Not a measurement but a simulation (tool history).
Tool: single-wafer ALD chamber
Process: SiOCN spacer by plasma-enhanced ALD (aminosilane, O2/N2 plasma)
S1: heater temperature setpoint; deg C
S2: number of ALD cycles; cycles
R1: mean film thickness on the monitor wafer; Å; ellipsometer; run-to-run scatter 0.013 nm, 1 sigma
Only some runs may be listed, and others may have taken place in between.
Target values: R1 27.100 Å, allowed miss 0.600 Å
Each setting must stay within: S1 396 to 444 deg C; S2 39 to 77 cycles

Run 1, hour 0.0: S1 420 deg C, S2 58 cycles. Result: R1 33.742 Å.
Run 2, hour 1.2: S1 422 deg C, S2 56 cycles. Result: R1 32.341 Å.
Run 3, hour 4.7: S1 424 deg C, S2 54 cycles. Result: R1 30.902 Å.
Run 4, hour 13.0: S1 433 deg C, S2 54 cycles. Result: R1 30.185 Å.
Run 5, hour 14.8: S1 442 deg C, S2 54 cycles. Result: R1 29.452 Å.
Run 6, hour 16.0: S1 435 deg C, S2 54 cycles. Result: R1 30.032 Å.
Run 7, hour 18.3: S1 435 deg C, S2 54 cycles. Result: R1 29.914 Å.
Run 8, hour 22.1: S1 436 deg C, S2 53 cycles. Result: R1 29.156 Å.

5 next moves are on the table. One of them brings every result within its allowed miss. Which?
Run A, hour 25.9: S1 438 deg C, S2 47 cycles. Result: R1 ?.
Run B, hour 25.9: S1 435 deg C, S2 47 cycles. Result: R1 ?.
Run C, hour 25.9: S1 441 deg C, S2 47 cycles. Result: R1 ?.
Run D, hour 25.9: S1 436 deg C, S2 46 cycles. Result: R1 ?.
Run E, hour 25.9: S1 427 deg C, S2 48 cycles. Result: R1 ?.

move      R1
   A  25.879
   B  26.131
   C  25.628
   D  25.493
   E  27.371
A: takes the result that was furthest off past its target
B: takes the result that was furthest off past its target
C: takes the result that was furthest off past its target
D: takes the result that was furthest off past its target
E: all results land within tolerance of their targets
The right move is E.
